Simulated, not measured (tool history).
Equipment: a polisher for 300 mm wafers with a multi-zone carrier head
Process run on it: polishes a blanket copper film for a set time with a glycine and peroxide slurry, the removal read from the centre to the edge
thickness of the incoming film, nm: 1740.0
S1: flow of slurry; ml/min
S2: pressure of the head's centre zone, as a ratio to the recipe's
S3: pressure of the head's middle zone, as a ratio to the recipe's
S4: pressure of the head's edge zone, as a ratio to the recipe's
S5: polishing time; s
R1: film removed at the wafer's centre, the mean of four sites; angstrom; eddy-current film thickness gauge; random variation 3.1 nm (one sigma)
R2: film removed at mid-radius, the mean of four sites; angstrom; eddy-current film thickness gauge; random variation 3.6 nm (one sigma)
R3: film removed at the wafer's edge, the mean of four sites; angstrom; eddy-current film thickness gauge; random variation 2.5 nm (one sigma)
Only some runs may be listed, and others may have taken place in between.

run 1 day=0.000 | S1=295 S2=1.00 S3=1.00 S4=1.00 S5=71 | R1=4292.7 R2=4338.5 R3=4388.3
run 2 day=0.196 | S1=285 S2=0.97 S3=1.01 S4=0.99 S5=69 | R1=4073.1 R2=4204.9 R3=4162.5
run 3 day=0.233 | S1=285 S2=0.94 S3=1.03 S4=1.01 S5=67 | R1=3876.6 R2=4249.9 R3=4082.8
run 4 day=0.488 | S1=230 S2=0.94 S3=1.03 S4=1.01 S5=67 | R1=3830.0 R2=4120.2 R3=4061.0
run 5 day=0.746 | S1=230 S2=0.94 S3=1.08 S4=1.01 S5=67 | R1=3724.2 R2=4248.7 R3=4065.9
run 6 day=1.104 | S1=225 S2=0.92 S3=1.09 S4=1.02 S5=66 | R1=3570.3 R2=4213.8 R3=4025.0
run 7 day=1.383 | S1=220 S2=0.90 S3=1.09 S4=1.02 S5=65 | R1=3512.0 R2=4143.6 R3=3987.9
run 8 day=1.742 | S1=210 S2=0.81 S3=1.16 S4=1.02 S5=55 | R1=2622.0 R2=3630.7 R3=3378.3

Run 9, settings as shown, results not yet in. Your forecast:
run 9 day=1.967 | S1=215 S2=0.82 S3=1.16 S4=1.03 S5=55 | R1=? R2=? R3=?

Run 9 produced R1 2626.1 angstrom, R2 3698.3 angstrom, R3 3349.8 angstrom.
